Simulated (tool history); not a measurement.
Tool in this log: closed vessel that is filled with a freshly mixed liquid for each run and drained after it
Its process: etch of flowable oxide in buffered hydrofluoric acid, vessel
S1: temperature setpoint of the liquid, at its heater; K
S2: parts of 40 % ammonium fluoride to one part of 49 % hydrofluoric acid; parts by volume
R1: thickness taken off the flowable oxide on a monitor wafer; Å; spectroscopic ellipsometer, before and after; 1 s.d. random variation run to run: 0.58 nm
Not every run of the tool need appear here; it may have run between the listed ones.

Run 1, day 0: S1 296.15 K, S2 15 parts by volume, time in the liquid (s) 85. Result: R1 3143.7 Å.
Run 2, day 0.1: S1 298.65 K, S2 15 parts by volume, time in the liquid (s) 85. Result: R1 3607.3 Å.
Run 3, day 0.354: S1 297.65 K, S2 15.5 parts by volume, time in the liquid (s) 85. Result: R1 3311.4 Å.
Run 4, day 0.529: S1 295.65 K, S2 15.5 parts by volume, time in the liquid (s) 85. Result: R1 2981.7 Å.
Run 5, day 0.758: S1 295.15 K, S2 16 parts by volume, time in the liquid (s) 85. Result: R1 2782.7 Å.
Run 6, day 1.033: S1 294.65 K, S2 16.5 parts by volume, time in the liquid (s) 85. Result: R1 2627.7 Å.
Run 7, day 1.354: S1 294.15 K, S2 17 parts by volume, time in the liquid (s) 85. Result: R1 2501.4 Å.

Run 8, settings as shown, results not yet in. Your forecast:
Run 8, day 1.5: S1 293.65 K, S2 17.5 parts by volume, time in the liquid (s) 85. Result: R1 ?.

{"run 8": {"R1": 2352.9}}

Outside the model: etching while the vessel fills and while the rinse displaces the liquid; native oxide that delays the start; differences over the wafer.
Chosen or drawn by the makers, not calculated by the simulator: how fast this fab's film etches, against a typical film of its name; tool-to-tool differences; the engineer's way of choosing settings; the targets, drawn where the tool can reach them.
